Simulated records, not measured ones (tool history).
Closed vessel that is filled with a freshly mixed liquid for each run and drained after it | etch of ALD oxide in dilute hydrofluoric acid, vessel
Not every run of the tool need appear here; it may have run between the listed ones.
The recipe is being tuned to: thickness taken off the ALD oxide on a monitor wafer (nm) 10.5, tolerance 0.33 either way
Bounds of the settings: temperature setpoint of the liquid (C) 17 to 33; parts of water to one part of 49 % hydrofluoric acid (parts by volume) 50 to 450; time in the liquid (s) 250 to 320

run	hour	temperature setpoint of the liquid (C)	parts of water to one part of 49 % hydrofluoric acid (parts by volume)	time in the liquid (s)	thickness taken off the ALD oxide on a monitor wafer (nm)
1	0	25	250	320	24.873
2	4.5	25	250	320	24.936
3	10.2	27.5	250	320	26.975
4	18.9	27.5	250	320	27.179
5	24.8	27.5	340	320	18.135
6	29.8	24.5	355	320	15.569
7	35.8	20.5	410	320	10.979
8	43.1	20	410	320	11.079

Next run, 5 choices. One meets every target within its allowed miss, the rest don't. Which?
A	50.4	19	385	290	?
B	50.4	24.5	400	290	?
C	50.4	21	435	300	?
D	50.4	17	320	275	?
E	50.4	17.5	370	320	?

move	thickness taken off the ALD oxide on a monitor wafer (nm)
A	10.654
B	12.205
C	10.032
D	11.919
E	11.733
A: each result inside its tolerance
B: moves away from the targets compared with the last run
C: pushes the last run's worst result past its target
D: moves away from the targets compared with the last run
E: moves away from the targets compared with the last run
Move A is the one to make.
